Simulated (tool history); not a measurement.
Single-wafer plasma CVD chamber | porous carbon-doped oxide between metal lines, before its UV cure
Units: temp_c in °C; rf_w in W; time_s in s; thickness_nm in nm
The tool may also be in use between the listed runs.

| run | hour | temp_c | rf_w | time_s | thickness_nm |
|---|---|---|---|---|---|
| 1 | 0.0 | 300 | 420 | 26.2 | 123.79 |
| 2 | 1.8 | 300 | 475 | 26.2 | 140.80 |
| 3 | 8.4 | 308 | 475 | 26.2 | 133.83 |
| 4 | 16.3 | 302 | 475 | 26.2 | 138.34 |
| 5 | 24.7 | 300 | 475 | 26.2 | 140.38 |
| 6 | 31.5 | 298 | 475 | 26.2 | 141.34 |

Run 7 comes next. What will it give?
| 7 | 38.9 | 298 | 475 | 26.2 | ? |

Run 7 gave thickness_nm 142.84 nm.

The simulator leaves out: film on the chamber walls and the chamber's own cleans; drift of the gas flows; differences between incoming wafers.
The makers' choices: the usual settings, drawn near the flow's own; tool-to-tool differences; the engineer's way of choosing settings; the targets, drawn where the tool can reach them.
